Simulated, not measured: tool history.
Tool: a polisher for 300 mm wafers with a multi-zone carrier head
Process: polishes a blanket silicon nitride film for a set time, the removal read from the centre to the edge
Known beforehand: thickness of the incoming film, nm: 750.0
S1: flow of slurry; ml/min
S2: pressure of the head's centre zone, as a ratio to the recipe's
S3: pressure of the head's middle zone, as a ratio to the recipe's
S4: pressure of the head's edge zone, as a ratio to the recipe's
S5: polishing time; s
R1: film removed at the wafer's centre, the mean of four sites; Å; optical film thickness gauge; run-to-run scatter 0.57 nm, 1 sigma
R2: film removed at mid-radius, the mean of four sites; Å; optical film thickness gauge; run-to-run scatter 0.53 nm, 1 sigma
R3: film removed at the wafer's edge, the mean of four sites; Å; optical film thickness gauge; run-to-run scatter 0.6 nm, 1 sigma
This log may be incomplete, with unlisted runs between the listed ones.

Run 1, day 0.000: S1 230 ml/min, S2 1.00, S3 1.00, S4 1.00, S5 30 s. Result: R1 798.39 Å, R2 793.93 Å, R3 776.52 Å.
Run 2, day 0.033: S1 230 ml/min, S2 1.00, S3 0.92, S4 1.00, S5 30 s. Result: R1 804.70 Å, R2 736.45 Å, R3 798.16 Å.
Run 3, day 0.067: S1 230 ml/min, S2 1.00, S3 1.00, S4 1.00, S5 30 s. Result: R1 805.14 Å, R2 790.48 Å, R3 785.55 Å.
Run 4, day 0.317: S1 225 ml/min, S2 0.97, S3 0.99, S4 0.98, S5 28 s. Result: R1 726.99 Å, R2 734.88 Å, R3 734.15 Å.
Run 5, day 0.642: S1 225 ml/min, S2 0.95, S3 0.99, S4 0.97, S5 26 s. Result: R1 657.42 Å, R2 680.88 Å, R3 688.62 Å.
Run 6, day 0.954: S1 220 ml/min, S2 0.94, S3 0.99, S4 0.96, S5 25 s. Result: R1 632.70 Å, R2 658.64 Å, R3 640.84 Å.

Run 7 is up next; what results do you expect?
Run 7, day 1.071: S1 215 ml/min, S2 0.92, S3 0.98, S4 0.95, S5 24 s. Result: R1 ?, R2 ?, R3 ?.

Run 7 gave R1 594.27 Å, R2 620.51 Å, R3 602.59 Å.
